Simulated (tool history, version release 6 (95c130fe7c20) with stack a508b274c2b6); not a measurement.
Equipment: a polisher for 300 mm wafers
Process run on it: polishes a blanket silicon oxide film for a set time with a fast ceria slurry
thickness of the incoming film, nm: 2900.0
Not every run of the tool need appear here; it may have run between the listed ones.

| run | hour | flow of slurry (ml/min) | pressure of the wafer on the pad (psi) | speed of the pad under the wafer (m/s) | polishing time (s) | film removed (Å) |
|---|---|---|---|---|---|---|
| 1 | 0.0 | 230 | 2.6 | 1.26 | 39 | 6730.2 |
| 2 | 2.5 | 230 | 3.0 | 1.26 | 39 | 7654.3 |
| 3 | 8.8 | 260 | 3.0 | 1.26 | 39 | 7744.1 |
| 4 | 13.1 | 260 | 3.0 | 1.26 | 35 | 6904.6 |
| 5 | 16.6 | 260 | 3.0 | 1.10 | 35 | 6288.6 |
| 6 | 18.7 | 260 | 3.3 | 1.10 | 35 | 6748.1 |

Run 7 comes next. What will it give?
| 7 | 20.2 | 260 | 3.5 | 1.12 | 35 | ? |

{"run 7": {"film removed (Å)": 7230.6}}
